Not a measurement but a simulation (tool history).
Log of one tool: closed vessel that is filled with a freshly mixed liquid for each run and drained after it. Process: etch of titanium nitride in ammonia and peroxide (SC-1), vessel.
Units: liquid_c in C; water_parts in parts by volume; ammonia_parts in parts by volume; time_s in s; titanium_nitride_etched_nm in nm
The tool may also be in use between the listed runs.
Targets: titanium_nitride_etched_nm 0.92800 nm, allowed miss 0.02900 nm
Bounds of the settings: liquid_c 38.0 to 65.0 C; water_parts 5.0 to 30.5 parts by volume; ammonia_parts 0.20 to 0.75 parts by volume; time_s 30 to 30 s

Run 1, hour 0.0: liquid_c 49.0 C, water_parts 17.0 parts by volume, ammonia_parts 0.45 parts by volume, time_s 30 s. Result: titanium_nitride_etched_nm 1.49100 nm.
Run 2, hour 1.3: liquid_c 49.0 C, water_parts 11.5 parts by volume, ammonia_parts 0.45 parts by volume, time_s 30 s. Result: titanium_nitride_etched_nm 1.86220 nm.
Run 3, hour 9.6: liquid_c 46.5 C, water_parts 11.5 parts by volume, ammonia_parts 0.45 parts by volume, time_s 30 s. Result: titanium_nitride_etched_nm 1.54760 nm.
Run 4, hour 16.2: liquid_c 46.5 C, water_parts 11.5 parts by volume, ammonia_parts 0.50 parts by volume, time_s 30 s. Result: titanium_nitride_etched_nm 1.59690 nm.
Run 5, hour 24.2: liquid_c 46.5 C, water_parts 11.5 parts by volume, ammonia_parts 0.50 parts by volume, time_s 30 s. Result: titanium_nitride_etched_nm 1.58820 nm.
Run 6, hour 32.2: liquid_c 46.5 C, water_parts 11.5 parts by volume, ammonia_parts 0.60 parts by volume, time_s 30 s. Result: titanium_nitride_etched_nm 1.60800 nm.
Run 7, hour 37.7: liquid_c 44.5 C, water_parts 11.5 parts by volume, ammonia_parts 0.60 parts by volume, time_s 30 s. Result: titanium_nitride_etched_nm 1.41920 nm.
At hour 40.9: ammonia flow meter replaced.
Run 8, hour 40.9: liquid_c 43.0 C, water_parts 11.5 parts by volume, ammonia_parts 0.60 parts by volume, time_s 30 s. Result: titanium_nitride_etched_nm 1.31080 nm.
Run 9, hour 47.9: liquid_c 43.0 C, water_parts 11.5 parts by volume, ammonia_parts 0.60 parts by volume, time_s 30 s. Result: titanium_nitride_etched_nm 1.27140 nm.
Run 10, hour 52.5: liquid_c 43.0 C, water_parts 11.5 parts by volume, ammonia_parts 0.60 parts by volume, time_s 30 s. Result: titanium_nitride_etched_nm 1.29570 nm.
Run 11, hour 54.9: liquid_c 38.0 C, water_parts 11.5 parts by volume, ammonia_parts 0.60 parts by volume, time_s 30 s. Result: titanium_nitride_etched_nm 0.88708 nm.

Which of these 5 next moves meets every target?
Run A, hour 57.3: liquid_c 38.5 C, water_parts 13.5 parts by volume, ammonia_parts 0.60 parts by volume, time_s 30 s. Result: titanium_nitride_etched_nm ?.
Run B, hour 57.3: liquid_c 38.5 C, water_parts 14.5 parts by volume, ammonia_parts 0.65 parts by volume, time_s 30 s. Result: titanium_nitride_etched_nm ?.
Run C, hour 57.3: liquid_c 39.0 C, water_parts 13.0 parts by volume, ammonia_parts 0.65 parts by volume, time_s 30 s. Result: titanium_nitride_etched_nm ?.
Run D, hour 57.3: liquid_c 40.0 C, water_parts 17.5 parts by volume, ammonia_parts 0.70 parts by volume, time_s 30 s. Result: titanium_nitride_etched_nm ?.
Run E, hour 57.3: liquid_c 38.0 C, water_parts 13.0 parts by volume, ammonia_parts 0.60 parts by volume, time_s 30 s. Result: titanium_nitride_etched_nm ?.

move  titanium_nitride_etched_nm
   A                     0.84851
   B                     0.82812
   C                     0.91145
   D                     0.84727
   E                     0.83395
A: further off than the last run
B: further off than the last run
C: meets every target
D: further off than the last run
E: further off than the last run
The right move is C.

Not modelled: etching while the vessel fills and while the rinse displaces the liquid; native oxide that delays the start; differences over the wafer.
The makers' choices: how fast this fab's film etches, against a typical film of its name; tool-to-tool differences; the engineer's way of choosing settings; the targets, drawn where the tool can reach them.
